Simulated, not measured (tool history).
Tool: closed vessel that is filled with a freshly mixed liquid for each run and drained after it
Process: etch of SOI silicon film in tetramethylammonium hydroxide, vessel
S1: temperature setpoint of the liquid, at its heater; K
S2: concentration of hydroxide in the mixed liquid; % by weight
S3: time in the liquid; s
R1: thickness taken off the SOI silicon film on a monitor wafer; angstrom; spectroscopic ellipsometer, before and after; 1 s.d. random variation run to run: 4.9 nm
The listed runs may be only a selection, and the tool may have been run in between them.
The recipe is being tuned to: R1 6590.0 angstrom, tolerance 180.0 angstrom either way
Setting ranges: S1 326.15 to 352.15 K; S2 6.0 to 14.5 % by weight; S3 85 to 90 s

run  hour      S1   S2  S3      R1
  1   0.0  339.15  9.5  85  5006.9
  2   5.5  339.15  9.5  90  5227.5
  3   8.6  340.65  9.5  90  5750.8
  4  11.0  341.65  9.5  90  6125.3
  5  12.4  336.65  9.5  90  4478.1
  6  13.8  338.65  9.5  90  5046.3
  7  16.4  340.15  9.5  90  5650.8
  8  22.2  341.15  9.5  90  5911.9
  9  22.9  341.65  9.5  90  6017.8
 10  29.0  342.15  9.5  90  6336.5

4 next moves are on the table. One of them brings every result within its allowed miss. Which?
  A  35.1  344.15  12.0  85   ?
  B  35.1  343.15  10.0  85   ?
  C  35.1  344.15   9.5  85   ?
  D  35.1  342.15   9.0  85   ?

move      R1
   A  6051.5
   B  6093.8
   C  6597.2
   D  5987.4
A: its largest miss is bigger than the last run's
B: its largest miss is bigger than the last run's
C: each result inside its tolerance
D: its largest miss is bigger than the last run's
C is the move that brings every result within its allowed miss.
